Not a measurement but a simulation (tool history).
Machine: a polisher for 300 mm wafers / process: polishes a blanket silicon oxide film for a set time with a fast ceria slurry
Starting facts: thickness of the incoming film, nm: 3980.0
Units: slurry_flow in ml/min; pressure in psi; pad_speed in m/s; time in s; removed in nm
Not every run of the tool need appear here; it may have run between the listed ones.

| run | hour | slurry_flow | pressure | pad_speed | time | removed |
|---|---|---|---|---|---|---|
| 1 | 0.0 | 150 | 1.7 | 1.06 | 52 | 477.44 |
| 2 | 3.3 | 150 | 1.5 | 1.04 | 52 | 430.61 |
| 3 | 6.8 | 150 | 1.5 | 1.04 | 55 | 464.86 |
| 4 | 14.5 | 150 | 1.5 | 1.04 | 55 | 451.46 |
| 5 | 16.5 | 150 | 1.5 | 1.30 | 55 | 572.09 |
| 6 | 22.2 | 150 | 1.3 | 1.20 | 55 | 496.13 |
| 7 | 29.7 | 150 | 1.2 | 1.10 | 55 | 431.71 |
| 8 | 37.1 | 150 | 1.1 | 1.02 | 55 | 385.55 |
| 9 | 40.6 | 150 | 1.0 | 0.96 | 55 | 339.82 |
| 10 | 44.4 | 150 | 1.0 | 0.92 | 55 | 325.52 |
| 11 | 46.1 | 150 | 1.0 | 0.90 | 55 | 318.55 |

Predict the results of run 12:
| 12 | 51.6 | 150 | 1.0 | 0.88 | 55 | ? |

Run 12 gave removed 305.14 nm.

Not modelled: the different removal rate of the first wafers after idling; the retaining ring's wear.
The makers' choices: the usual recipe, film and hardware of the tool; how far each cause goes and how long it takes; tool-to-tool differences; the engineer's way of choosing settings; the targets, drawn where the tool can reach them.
